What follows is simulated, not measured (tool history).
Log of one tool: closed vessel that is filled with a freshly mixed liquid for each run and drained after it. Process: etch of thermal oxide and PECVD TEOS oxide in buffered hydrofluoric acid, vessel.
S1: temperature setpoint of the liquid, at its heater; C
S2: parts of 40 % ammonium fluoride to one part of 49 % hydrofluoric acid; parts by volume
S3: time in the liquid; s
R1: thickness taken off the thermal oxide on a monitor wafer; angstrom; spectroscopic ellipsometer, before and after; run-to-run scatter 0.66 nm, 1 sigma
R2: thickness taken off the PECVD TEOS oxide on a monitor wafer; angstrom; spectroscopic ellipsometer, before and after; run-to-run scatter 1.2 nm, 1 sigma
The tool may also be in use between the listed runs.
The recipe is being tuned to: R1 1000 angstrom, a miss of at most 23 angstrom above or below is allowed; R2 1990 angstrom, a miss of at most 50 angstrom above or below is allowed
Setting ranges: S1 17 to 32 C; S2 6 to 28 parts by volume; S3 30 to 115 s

| run | hour | S1 | S2 | S3 | R1 | R2 |
|---|---|---|---|---|---|---|
| 1 | 0 | 25 | 17 | 60 | 434.7 | 850.74 |
| 2 | 6.2 | 25 | 17 | 80 | 568.15 | 1154.4 |
| 3 | 9 | 27 | 16 | 80 | 689.13 | 1357.2 |
| 4 | 17.4 | 28 | 15.5 | 80 | 749.5 | 1471.2 |
| 5 | 23.9 | 28 | 15.5 | 60 | 557.88 | 1113.2 |
| 6 | 32.8 | 28 | 15.5 | 75 | 697.94 | 1387.4 |
| 7 | 41.3 | 32 | 12.5 | 75 | 1052.4 | 2096.1 |
| 8 | 49.8 | 31.5 | 12.5 | 75 | 1024.7 | 2037.3 |

Which one of the following 4 next-run settings gets every result inside its allowed miss? There is exactly one.
| A | 58.3 | 31.5 | 10.5 | 65 | ? | ? |
| B | 58.3 | 31.5 | 12 | 75 | ? | ? |
| C | 58.3 | 30.5 | 13 | 85 | ? | ? |
| D | 58.3 | 32 | 9.5 | 55 | ? | ? |

| move | R1 | R2 |
|---|---|---|
| A | 1062.2 | 2099.4 |
| B | 1076.2 | 2127.1 |
| C | 1070.7 | 2116.2 |
| D | 998.76 | 1974.1 |
A: lands further from the targets than the last run did
B: lands further from the targets than the last run did
C: lands further from the targets than the last run did
D: all results in spec
D is the move that brings every result within its allowed miss.
